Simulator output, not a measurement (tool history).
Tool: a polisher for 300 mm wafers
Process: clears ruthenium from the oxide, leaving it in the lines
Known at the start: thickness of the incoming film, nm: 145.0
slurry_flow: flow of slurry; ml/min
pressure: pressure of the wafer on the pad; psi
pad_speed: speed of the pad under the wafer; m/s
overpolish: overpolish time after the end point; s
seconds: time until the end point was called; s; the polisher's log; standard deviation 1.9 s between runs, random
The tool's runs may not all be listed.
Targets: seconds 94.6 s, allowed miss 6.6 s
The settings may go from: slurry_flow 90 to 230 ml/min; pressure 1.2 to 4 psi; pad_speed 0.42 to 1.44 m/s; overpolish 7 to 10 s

run  hour  slurry_flow  pressure  pad_speed  overpolish  seconds
  1     0          150       2.6       0.92          10   150.11
  2   3.4          150       2.6       0.92           7   149.68
  3   7.9          150       2.9       0.92           7   132.99
  4  13.9          180       2.9       0.92           7   133.44
  5  21.6          180       3.1       0.94           7   121.66
  6  25.4          180       3.1       1.04           7   112.24
  7  29.8          180       3.2       1.04           7   109.12
  8  37.7          180       3.2       1.04           7   104.84
  9  41.4          180       3.3       1.04           7   102.17
 10  48.3          180       3.4       1.04           7   102.12

Which one of the following 4 next-run settings gets every result inside its allowed miss? There is exactly one.
  A  55.2          150       3.6       1.34           7        ?
  B  55.2          180       3.8       1.14           7        ?
  C  55.2          170       2.2       1.44           7        ?
  D  55.2          170       3.7       1.04           7        ?

move  seconds
   A   75.318
   B   81.824
   C   111.54
   D   92.473
A: moves the result that the last run missed by most past its target, out the other side
B: moves the result that the last run missed by most past its target, out the other side
C: the biggest miss grows against the last run
D: in spec on every target
Answer: D
